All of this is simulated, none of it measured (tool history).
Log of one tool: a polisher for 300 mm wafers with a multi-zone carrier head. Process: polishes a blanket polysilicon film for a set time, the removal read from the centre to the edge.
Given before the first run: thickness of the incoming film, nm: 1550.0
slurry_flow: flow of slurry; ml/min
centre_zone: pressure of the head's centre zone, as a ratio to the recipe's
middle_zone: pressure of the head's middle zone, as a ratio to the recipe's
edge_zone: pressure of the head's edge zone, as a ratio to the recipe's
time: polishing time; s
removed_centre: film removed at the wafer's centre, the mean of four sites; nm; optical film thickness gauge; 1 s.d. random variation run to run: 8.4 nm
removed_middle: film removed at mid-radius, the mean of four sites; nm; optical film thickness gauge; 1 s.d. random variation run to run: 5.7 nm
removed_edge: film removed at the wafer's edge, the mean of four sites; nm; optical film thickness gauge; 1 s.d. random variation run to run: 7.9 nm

run  hour  slurry_flow  centre_zone  middle_zone  edge_zone  time  removed_centre  removed_middle  removed_edge
  1   0.0          190         1.00         1.00       1.00    50          485.72          491.98        478.44
  2   3.7          215         1.00         1.00       1.00    50          491.24          496.44        504.30
  3   7.8          220         1.01         1.04       1.01    53          525.48          546.86        519.39
  4  15.8          220         1.01         1.04       1.01    40          393.67          412.93        392.13
  5  21.1          220         1.01         0.97       1.01    40          391.65          386.19        388.94
  6  27.1          220         1.01         0.97       1.01    50          497.24          491.08        495.12
  7  32.9          230         1.01         1.00       1.02    53          524.35          526.52        525.39
  8  34.7          230         1.00         1.02       1.01    56          554.94          576.35        551.49
  9  38.9          230         0.99         1.03       1.02    59          581.29          613.10        593.32

Predict the results of run 10:
 10  42.9          230         0.99         1.05       1.03    61               ?               ?             ?

Logged for run 10: removed_centre 597.81 nm, removed_middle 638.66 nm, removed_edge 617.88 nm.

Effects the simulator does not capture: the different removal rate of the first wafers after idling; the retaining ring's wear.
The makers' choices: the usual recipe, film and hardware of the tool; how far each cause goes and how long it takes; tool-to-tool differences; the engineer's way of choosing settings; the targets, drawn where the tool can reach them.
